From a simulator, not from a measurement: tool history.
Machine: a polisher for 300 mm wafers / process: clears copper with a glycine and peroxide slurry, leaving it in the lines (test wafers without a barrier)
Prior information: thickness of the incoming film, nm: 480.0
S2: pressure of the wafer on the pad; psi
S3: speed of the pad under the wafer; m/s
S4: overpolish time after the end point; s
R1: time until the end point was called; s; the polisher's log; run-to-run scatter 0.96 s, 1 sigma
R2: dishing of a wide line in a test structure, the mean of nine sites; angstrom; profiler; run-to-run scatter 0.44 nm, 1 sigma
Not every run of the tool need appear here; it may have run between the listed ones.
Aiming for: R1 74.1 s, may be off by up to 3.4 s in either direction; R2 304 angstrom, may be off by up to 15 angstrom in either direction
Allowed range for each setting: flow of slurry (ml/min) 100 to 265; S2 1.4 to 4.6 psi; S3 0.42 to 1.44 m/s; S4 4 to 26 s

run 1 hour=0 | flow_of_slurry_(ml/min)=170 S2=3 S3=0.92 S4=13 | R1=77.41 R2=431.17
run 2 hour=3.1 | flow_of_slurry_(ml/min)=175 S2=3 S3=0.92 S4=11 | R1=78.388 R2=378.68
run 3 hour=6.9 | flow_of_slurry_(ml/min)=175 S2=3 S3=1.06 S4=11 | R1=70.109 R2=418.69
run 4 hour=15.3 | flow_of_slurry_(ml/min)=175 S2=3 S3=0.88 S4=11 | R1=81.937 R2=368.59
run 5 hour=24.2 | flow_of_slurry_(ml/min)=175 S2=3 S3=0.88 S4=7 | R1=81.721 R2=252.41
run 6 hour=27.5 | flow_of_slurry_(ml/min)=140 S2=3 S3=0.88 S4=7 | R1=84.573 R2=244.72
run 7 hour=35.6 | flow_of_slurry_(ml/min)=150 S2=3.1 S3=0.88 S4=7 | R1=82.754 R2=257.03
run 8 hour=42.2 | flow_of_slurry_(ml/min)=160 S2=3.2 S3=0.88 S4=7 | R1=80.799 R2=266.8
run 9 hour=47.3 | flow_of_slurry_(ml/min)=170 S2=3.3 S3=0.88 S4=7 | R1=77.111 R2=259.83
run 10 hour=51.2 | flow_of_slurry_(ml/min)=170 S2=3.3 S3=0.88 S4=7 | R1=76.773 R2=268.31
-- hour=59.6 worn pad replaced by a new one
run 11 hour=59.6 | flow_of_slurry_(ml/min)=175 S2=3.3 S3=0.9 S4=8 | R1=70.79 R2=318.71

5 next moves are on the table. One of them brings every result within its allowed miss. Which?
run A hour=68 | flow_of_slurry_(ml/min)=170 S2=3.8 S3=0.88 S4=7 | R1=? R2=?
run B hour=68 | flow_of_slurry_(ml/min)=165 S2=3.4 S3=0.84 S4=9 | R1=? R2=?
run C hour=68 | flow_of_slurry_(ml/min)=190 S2=2.9 S3=0.92 S4=8 | R1=? R2=?
run D hour=68 | flow_of_slurry_(ml/min)=175 S2=3.7 S3=0.92 S4=7 | R1=? R2=?
run E hour=68 | flow_of_slurry_(ml/min)=215 S2=3.9 S3=0.74 S4=9 | R1=? R2=?

move=A R1=67.257 R2=293.46
move=B R1=74.427 R2=333.24
move=C R1=73.594 R2=303.44
move=D R1=65.612 R2=299.44
move=E R1=73.052 R2=339.93
A: brings the last run's worst result on target, with another outside its allowed miss
B: moves away from the targets compared with the last run
C: all results in spec
D: brings the last run's worst result on target, with another outside its allowed miss
E: moves away from the targets compared with the last run
So the answer is move C, the one that meets all the targets.

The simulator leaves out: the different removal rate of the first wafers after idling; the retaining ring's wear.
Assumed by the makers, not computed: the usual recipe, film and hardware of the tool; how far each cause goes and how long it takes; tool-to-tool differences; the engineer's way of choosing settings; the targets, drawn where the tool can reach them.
